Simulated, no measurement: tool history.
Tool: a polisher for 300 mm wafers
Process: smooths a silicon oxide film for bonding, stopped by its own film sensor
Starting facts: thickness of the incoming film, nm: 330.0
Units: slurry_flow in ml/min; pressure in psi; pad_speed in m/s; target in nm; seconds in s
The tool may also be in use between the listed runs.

Run 1, day 0: slurry_flow 205 ml/min, pressure 1.5 psi, pad_speed 1.16 m/s, slurry_solids 1, target 296 nm. Result: seconds 50.368 s.
Run 2, day 0.267: slurry_flow 205 ml/min, pressure 1.5 psi, pad_speed 1.42 m/s, slurry_solids 1, target 296 nm. Result: seconds 43.35 s.
Run 3, day 0.617: slurry_flow 205 ml/min, pressure 1.2 psi, pad_speed 1.42 m/s, slurry_solids 1, target 296 nm. Result: seconds 53.855 s.
Run 4, day 0.883: slurry_flow 205 ml/min, pressure 1.4 psi, pad_speed 1.44 m/s, slurry_solids 1, target 296 nm. Result: seconds 45.968 s.
Run 5, day 0.938: slurry_flow 205 ml/min, pressure 1.4 psi, pad_speed 1.18 m/s, slurry_solids 1, target 296 nm. Result: seconds 54.136 s.
Run 6, day 1.225: slurry_flow 175 ml/min, pressure 1.4 psi, pad_speed 1.18 m/s, slurry_solids 1, target 296 nm. Result: seconds 55.487 s.
At day 1.538: slurry nozzle cleaned.
Run 7, day 1.538: slurry_flow 180 ml/min, pressure 1.6 psi, pad_speed 1.2 m/s, slurry_solids 1, target 296 nm. Result: seconds 48.041 s.

Predict the results of run 8:
Run 8, day 1.767: slurry_flow 190 ml/min, pressure 1.7 psi, pad_speed 1.22 m/s, slurry_solids 1, target 296 nm. Result: seconds ?.

seconds: 42.387 s
